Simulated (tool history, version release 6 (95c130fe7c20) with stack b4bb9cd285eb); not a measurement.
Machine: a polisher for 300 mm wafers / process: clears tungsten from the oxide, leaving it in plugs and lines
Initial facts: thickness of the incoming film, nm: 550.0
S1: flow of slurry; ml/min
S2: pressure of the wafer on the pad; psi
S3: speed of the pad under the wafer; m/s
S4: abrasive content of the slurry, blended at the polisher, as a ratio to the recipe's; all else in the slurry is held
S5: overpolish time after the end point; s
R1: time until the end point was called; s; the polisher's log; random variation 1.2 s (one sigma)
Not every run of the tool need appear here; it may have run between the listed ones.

run,hour,S1,S2,S3,S4,S5,R1
1,0,200,3.4,0.9,1,12,127.36
2,4.7,175,3.4,0.9,1,12,134.19
3,12.1,175,3.4,0.68,1,12,173.81
4,17.3,190,3.8,0.68,1,12,154.73
5,21.4,200,4.1,0.68,1,12,139.73
6,30.1,210,4.3,0.68,1,12,138.69
7,33.7,210,4.5,0.7,1,12,127.79
8,41.6,210,4.7,0.72,1,12,117.94
9,42.9,210,4.7,0.72,1,12,118.01
10,44.3,210,4.8,0.72,1,12,116.55
11,46.5,210,4.9,0.72,1,12,112.73

What will run 12 give?
12,50.9,210,4.9,0.72,1,12,?

Run 12 produced R1 112.7 s.
